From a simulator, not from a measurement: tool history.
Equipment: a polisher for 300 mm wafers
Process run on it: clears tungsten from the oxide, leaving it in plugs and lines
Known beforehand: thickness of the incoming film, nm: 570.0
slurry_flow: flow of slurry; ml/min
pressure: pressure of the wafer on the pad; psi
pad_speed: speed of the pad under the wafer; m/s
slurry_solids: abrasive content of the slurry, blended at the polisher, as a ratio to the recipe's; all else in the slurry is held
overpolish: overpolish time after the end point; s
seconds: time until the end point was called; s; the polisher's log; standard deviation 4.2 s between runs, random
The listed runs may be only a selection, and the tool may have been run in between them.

run    day  slurry_flow  pressure  pad_speed  slurry_solids  overpolish  seconds
  1  0.000          290       2.5       1.24            1.0          12   147.47
  2  0.150          290       2.5       1.50            1.0          12   123.08
  3  0.333          290       2.5       1.80            1.0          12   105.86
  4  0.504          290       2.5       1.52            1.0          12   120.69
  5  0.558          290       2.3       1.50            1.0          12   139.37
  6  0.725          290       2.3       1.50            1.0          13   135.78
  7  1.033          290       2.3       1.50            1.0          13   139.01

Forecast run 8:
  8  1.300          290       2.2       1.50            1.0          13        ?

seconds: 146.48 s
